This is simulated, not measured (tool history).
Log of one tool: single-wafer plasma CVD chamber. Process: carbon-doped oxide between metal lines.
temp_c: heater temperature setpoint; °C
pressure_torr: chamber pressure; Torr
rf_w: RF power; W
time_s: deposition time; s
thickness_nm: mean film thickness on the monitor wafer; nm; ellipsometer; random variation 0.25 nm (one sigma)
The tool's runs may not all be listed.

{"run": 1, "hour": 0.0, "temp_c": 325, "pressure_torr": 5.12, "rf_w": 635, "time_s": 16.2, "thickness_nm": 103.65}
{"run": 2, "hour": 0.9, "temp_c": 328, "pressure_torr": 4.97, "rf_w": 630, "time_s": 16.2, "thickness_nm": 101.55}
{"run": 3, "hour": 7.4, "temp_c": 328, "pressure_torr": 4.97, "rf_w": 705, "time_s": 16.2, "thickness_nm": 108.54}
{"run": 4, "hour": 15.8, "temp_c": 322, "pressure_torr": 4.97, "rf_w": 705, "time_s": 16.2, "thickness_nm": 111.39}
{"run": 5, "hour": 22.8, "temp_c": 322, "pressure_torr": 4.97, "rf_w": 670, "time_s": 16.2, "thickness_nm": 107.49}
{"hour": 30.6, "done": "RF generator calibrated"}
{"run": 6, "hour": 30.6, "temp_c": 322, "pressure_torr": 5.41, "rf_w": 670, "time_s": 16.2, "thickness_nm": 112.69}
{"run": 7, "hour": 38.7, "temp_c": 329, "pressure_torr": 5.25, "rf_w": 670, "time_s": 16.2, "thickness_nm": 110.16}

Forecast run 8:
{"run": 8, "hour": 43.8, "temp_c": 329, "pressure_torr": 4.92, "rf_w": 665, "time_s": 16.2, "thickness_nm": "?"}

thickness_nm: 108.9 nm
